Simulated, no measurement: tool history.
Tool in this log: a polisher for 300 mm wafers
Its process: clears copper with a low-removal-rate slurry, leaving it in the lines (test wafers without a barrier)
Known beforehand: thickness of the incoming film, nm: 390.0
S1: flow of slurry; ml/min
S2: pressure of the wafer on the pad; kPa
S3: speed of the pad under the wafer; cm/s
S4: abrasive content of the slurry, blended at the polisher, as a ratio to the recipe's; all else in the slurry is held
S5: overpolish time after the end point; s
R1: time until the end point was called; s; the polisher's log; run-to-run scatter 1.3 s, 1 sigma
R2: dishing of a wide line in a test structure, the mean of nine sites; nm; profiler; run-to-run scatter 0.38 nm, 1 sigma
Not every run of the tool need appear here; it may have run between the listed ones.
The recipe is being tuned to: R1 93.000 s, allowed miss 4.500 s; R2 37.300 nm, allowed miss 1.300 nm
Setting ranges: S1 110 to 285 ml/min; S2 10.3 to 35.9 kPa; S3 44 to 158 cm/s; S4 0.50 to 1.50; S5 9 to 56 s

run  hour   S1    S2   S3    S4  S5       R1      R2
  1   0.0  180  22.8  100  1.00  29  118.750  52.357
  2   7.4  180  20.0  100  1.00  29  133.330  48.750
  3  16.0  180  20.7  100  1.00  27  126.890  47.560
  4  16.8  180  21.4  100  1.00  25  126.040  45.044
  5  19.1  185  22.1  100  1.00  23  123.100  44.419
  6  25.4  185  22.1  100  1.00  29  118.660  52.084
  7  32.8  195  22.8  100  1.00  27  114.470  51.487
     36.1  -- worn pad replaced by a new one
  8  36.1  195  23.4  100  1.00  25  103.950  54.183
  9  43.7  190  23.4  102  1.00  23  100.200  50.972
 10  46.8  185  23.4  102  1.00  22  100.100  49.130
 11  49.1  210  24.1  106  1.00   9   90.363  24.946
 12  55.0  200  24.1  106  1.00   9   92.017  25.354

Below are 5 possible settings for the next run. Only one of them brings all results inside the allowed miss of their targets. Which is it?
  A  60.9  135  32.4  102  0.90  11   ?   ?
  B  60.9  185  24.1  114  1.05  12   ?   ?
  C  60.9  250  22.8   92  0.95  17   ?   ?
  D  60.9  250  24.1  110  1.10  10   ?   ?
  E  60.9  195  20.0  128  1.20  14   ?   ?

move       R1      R2
   A   80.696  34.355
   B   88.339  33.831
   C  109.750  37.656
   D   86.813  29.354
   E   91.610  36.966
A: closer than the last run, but not yet in spec
B: closer than the last run, but not yet in spec
C: meets the target for the result that was furthest off, but another lies outside its allowed miss
D: closer than the last run, but not yet in spec
E: each result inside its tolerance
Correct choice: E, which meets every target
